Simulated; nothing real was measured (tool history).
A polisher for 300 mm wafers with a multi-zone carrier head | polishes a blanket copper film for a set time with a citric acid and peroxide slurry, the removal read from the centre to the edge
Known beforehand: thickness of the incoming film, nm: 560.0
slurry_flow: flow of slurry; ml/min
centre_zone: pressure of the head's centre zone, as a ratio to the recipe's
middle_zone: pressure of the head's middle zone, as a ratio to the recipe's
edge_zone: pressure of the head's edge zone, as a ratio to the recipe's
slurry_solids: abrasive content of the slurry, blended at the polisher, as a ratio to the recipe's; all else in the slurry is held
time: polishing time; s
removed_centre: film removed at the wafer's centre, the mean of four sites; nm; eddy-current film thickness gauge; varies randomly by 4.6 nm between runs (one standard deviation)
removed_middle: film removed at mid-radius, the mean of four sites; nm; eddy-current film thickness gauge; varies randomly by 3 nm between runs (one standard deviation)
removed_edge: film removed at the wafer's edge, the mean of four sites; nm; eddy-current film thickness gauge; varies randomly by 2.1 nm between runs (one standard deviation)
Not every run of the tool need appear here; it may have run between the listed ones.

run	day	slurry_flow	centre_zone	middle_zone	edge_zone	slurry_solids	time	removed_centre	removed_middle	removed_edge
1	0.000	260	1.00	1.00	1.00	1.00	68	226.17	229.53	223.11
2	0.079	260	1.00	1.00	0.97	1.00	68	226.31	229.27	218.65
3	0.229	270	1.04	1.04	1.00	1.10	69	244.56	241.84	231.54
4	0.562	280	1.06	1.07	0.99	1.20	71	256.92	263.33	239.82
5	0.767	290	1.09	1.09	1.00	1.25	73	275.37	279.74	251.67
6	0.942	290	1.15	1.09	1.00	1.25	73	289.47	281.17	252.61
7	1.138	300	1.16	1.10	1.00	1.30	74	301.31	285.68	255.27
8	1.271	305	1.17	1.11	1.01	1.35	75	315.82	293.89	264.46

Run 9 comes next. What will it give?
9	1.521	305	1.17	1.13	1.02	1.40	76	?	?	?

{"run 9": {"removed_centre": 317.88, "removed_middle": 301.32, "removed_edge": 272.79}}

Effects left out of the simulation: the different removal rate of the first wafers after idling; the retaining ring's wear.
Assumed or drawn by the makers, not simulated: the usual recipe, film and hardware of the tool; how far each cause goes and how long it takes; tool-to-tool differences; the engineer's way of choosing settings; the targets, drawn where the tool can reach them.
